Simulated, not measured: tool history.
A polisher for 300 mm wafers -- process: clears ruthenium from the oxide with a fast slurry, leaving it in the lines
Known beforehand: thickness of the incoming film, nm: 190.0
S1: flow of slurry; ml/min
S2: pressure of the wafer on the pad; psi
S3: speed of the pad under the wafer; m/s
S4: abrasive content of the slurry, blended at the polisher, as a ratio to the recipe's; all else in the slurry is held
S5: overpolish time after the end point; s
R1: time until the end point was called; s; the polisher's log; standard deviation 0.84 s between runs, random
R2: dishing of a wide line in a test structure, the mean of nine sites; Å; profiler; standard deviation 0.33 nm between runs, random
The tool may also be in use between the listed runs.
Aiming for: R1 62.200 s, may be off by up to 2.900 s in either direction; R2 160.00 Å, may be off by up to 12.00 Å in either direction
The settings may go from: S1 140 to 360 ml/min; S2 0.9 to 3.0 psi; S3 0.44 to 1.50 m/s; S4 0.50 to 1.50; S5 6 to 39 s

run  hour   S1   S2    S3    S4  S5      R1      R2
  1   0.0  230  1.9  0.96  1.00  20  68.664  395.56
  2   4.3  230  1.9  0.96  1.00  15  68.052  330.93
  3   5.1  230  1.9  0.96  1.00  13  66.915  283.22
  4  10.1  250  1.9  0.96  1.00  13  67.485  290.29
  5  12.0  250  1.9  1.14  1.00  13  57.770  320.99
  6  19.2  250  1.9  1.14  1.10  13  55.522  338.07
  7  24.5  250  1.9  1.14  1.10  13  54.778  362.06
  8  27.0  260  2.0  1.14  1.00  12  53.289  317.85
  9  31.2  275  2.0  1.12  0.90  11  57.253  280.38
 10  34.7  290  2.0  1.10  0.80  10  61.334  259.62
 11  41.2  305  2.1  1.06  0.75   9  62.932  236.08
 12  47.0  315  2.2  1.04  0.70   8  63.005  205.87
 13  53.9  360  2.6  0.94  0.50   6  67.968  147.26
 14  58.6  360  2.7  0.94  0.50   7  64.148  168.48
 15  64.6  360  2.8  0.92  0.50   6  66.024  153.19
 16  68.8  360  2.8  0.92  0.50   6  64.745  153.15

Below are 4 possible settings for the next run. Only one of them brings all results inside the allowed miss of their targets. Which is it?
  A  73.0  360  2.6  0.96  0.50   6   ?   ?
  B  73.0  360  2.4  0.96  0.50   6   ?   ?
  C  73.0  320  2.7  0.96  0.55   6   ?   ?
  D  73.0  330  3.0  0.78  0.50   6   ?   ?

move      R1      R2
   A  65.418  145.96
   B  70.608  136.09
   C  60.645  156.40
   D  70.135  136.93
A: misses by more than the last run did
B: misses by more than the last run did
C: all results in spec
D: misses by more than the last run did
C is the move that brings every result within its allowed miss.
